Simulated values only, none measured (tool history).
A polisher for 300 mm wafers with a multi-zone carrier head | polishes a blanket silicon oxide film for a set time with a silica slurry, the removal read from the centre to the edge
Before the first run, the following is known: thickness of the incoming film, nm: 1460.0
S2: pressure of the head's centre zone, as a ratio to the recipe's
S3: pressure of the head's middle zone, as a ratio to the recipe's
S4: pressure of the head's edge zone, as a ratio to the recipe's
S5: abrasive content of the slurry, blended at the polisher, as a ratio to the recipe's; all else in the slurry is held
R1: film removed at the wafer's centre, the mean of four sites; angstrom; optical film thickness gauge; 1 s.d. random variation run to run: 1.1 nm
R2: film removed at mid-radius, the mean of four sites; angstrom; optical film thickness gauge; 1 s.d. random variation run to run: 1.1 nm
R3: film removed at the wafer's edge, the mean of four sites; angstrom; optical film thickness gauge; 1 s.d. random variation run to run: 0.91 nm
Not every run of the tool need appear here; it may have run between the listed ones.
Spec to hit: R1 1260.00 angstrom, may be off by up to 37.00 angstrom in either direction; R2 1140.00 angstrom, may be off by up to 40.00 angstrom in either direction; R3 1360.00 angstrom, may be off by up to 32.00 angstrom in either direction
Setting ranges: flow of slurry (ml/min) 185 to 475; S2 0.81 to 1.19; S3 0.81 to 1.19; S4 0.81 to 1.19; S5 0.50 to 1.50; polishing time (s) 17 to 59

{"run": 1, "day": 0.0, "flow of slurry (ml/min)": 305, "S2": 1.0, "S3": 1.0, "S4": 1.0, "S5": 1.0, "polishing time (s)": 38, "R1": 948.1, "R2": 964.76, "R3": 961.47}
{"run": 2, "day": 0.129, "flow of slurry (ml/min)": 305, "S2": 0.95, "S3": 1.0, "S4": 1.0, "S5": 1.0, "polishing time (s)": 38, "R1": 897.15, "R2": 968.95, "R3": 979.98}
{"run": 3, "day": 0.354, "flow of slurry (ml/min)": 315, "S2": 0.97, "S3": 0.97, "S4": 1.06, "S5": 1.15, "polishing time (s)": 38, "R1": 985.09, "R2": 1005.9, "R3": 1056.0}
{"run": 4, "day": 0.504, "flow of slurry (ml/min)": 315, "S2": 0.97, "S3": 0.97, "S4": 1.06, "S5": 1.15, "polishing time (s)": 30, "R1": 767.76, "R2": 799.09, "R3": 831.47}
{"run": 5, "day": 0.538, "flow of slurry (ml/min)": 315, "S2": 0.97, "S3": 0.88, "S4": 1.06, "S5": 1.15, "polishing time (s)": 30, "R1": 758.03, "R2": 721.48, "R3": 830.57}
{"day": 0.579, "done": "worn pad replaced by a new one"}
{"run": 6, "day": 0.579, "flow of slurry (ml/min)": 305, "S2": 0.98, "S3": 0.88, "S4": 1.08, "S5": 1.25, "polishing time (s)": 34, "R1": 975.12, "R2": 900.47, "R3": 1056.4}
{"run": 7, "day": 0.746, "flow of slurry (ml/min)": 305, "S2": 1.02, "S3": 0.94, "S4": 1.18, "S5": 1.5, "polishing time (s)": 34, "R1": 1082.4, "R2": 1030.0, "R3": 1180.6}
{"run": 8, "day": 0.967, "flow of slurry (ml/min)": 305, "S2": 1.02, "S3": 0.93, "S4": 1.18, "S5": 1.5, "polishing time (s)": 35, "R1": 1116.2, "R2": 1044.3, "R3": 1209.7}
{"run": 9, "day": 1.004, "flow of slurry (ml/min)": 305, "S2": 1.02, "S3": 0.92, "S4": 1.18, "S5": 1.5, "polishing time (s)": 36, "R1": 1159.2, "R2": 1058.8, "R3": 1230.3}
{"run": 10, "day": 1.225, "flow of slurry (ml/min)": 305, "S2": 1.01, "S3": 0.91, "S4": 1.18, "S5": 1.5, "polishing time (s)": 37, "R1": 1154.0, "R2": 1085.9, "R3": 1263.1}
{"run": 11, "day": 1.462, "flow of slurry (ml/min)": 305, "S2": 1.01, "S3": 0.9, "S4": 1.18, "S5": 1.5, "polishing time (s)": 38, "R1": 1194.0, "R2": 1072.9, "R3": 1309.3}
{"run": 12, "day": 1.508, "flow of slurry (ml/min)": 305, "S2": 1.01, "S3": 0.9, "S4": 1.18, "S5": 1.5, "polishing time (s)": 38, "R1": 1197.6, "R2": 1091.5, "R3": 1309.4}

Exactly one of the 5 candidate moves below puts every result within its allowed miss. Which one?
{"run": "A", "day": 1.554, "flow of slurry (ml/min)": 280, "S2": 1.03, "S3": 0.91, "S4": 1.19, "S5": 1.5, "polishing time (s)": 39, "R1": "?", "R2": "?", "R3": "?"}
{"run": "B", "day": 1.554, "flow of slurry (ml/min)": 315, "S2": 1.09, "S3": 0.96, "S4": 1.14, "S5": 1.3, "polishing time (s)": 38, "R1": "?", "R2": "?", "R3": "?"}
{"run": "C", "day": 1.554, "flow of slurry (ml/min)": 320, "S2": 1.03, "S3": 0.87, "S4": 1.17, "S5": 1.5, "polishing time (s)": 36, "R1": "?", "R2": "?", "R3": "?"}
{"run": "D", "day": 1.554, "flow of slurry (ml/min)": 365, "S2": 1.07, "S3": 0.97, "S4": 1.11, "S5": 1.4, "polishing time (s)": 38, "R1": "?", "R2": "?", "R3": "?"}
{"run": "E", "day": 1.554, "flow of slurry (ml/min)": 295, "S2": 0.99, "S3": 0.95, "S4": 1.19, "S5": 1.4, "polishing time (s)": 39, "R1": "?", "R2": "?", "R3": "?"}

move=A R1=1240.70 R2=1118.70 R3=1345.00
move=B R1=1229.10 R2=1093.60 R3=1228.60
move=C R1=1159.20 R2=1006.20 R3=1242.80
move=D R1=1255.20 R2=1146.40 R3=1257.40
move=E R1=1170.30 R2=1137.20 R3=1316.70
A: all results in spec
B: corrects the largest miss of the last run, while another result sits out of spec
C: further off than the last run
D: corrects the largest miss of the last run, while another result sits out of spec
E: further off than the last run
The right move is A.
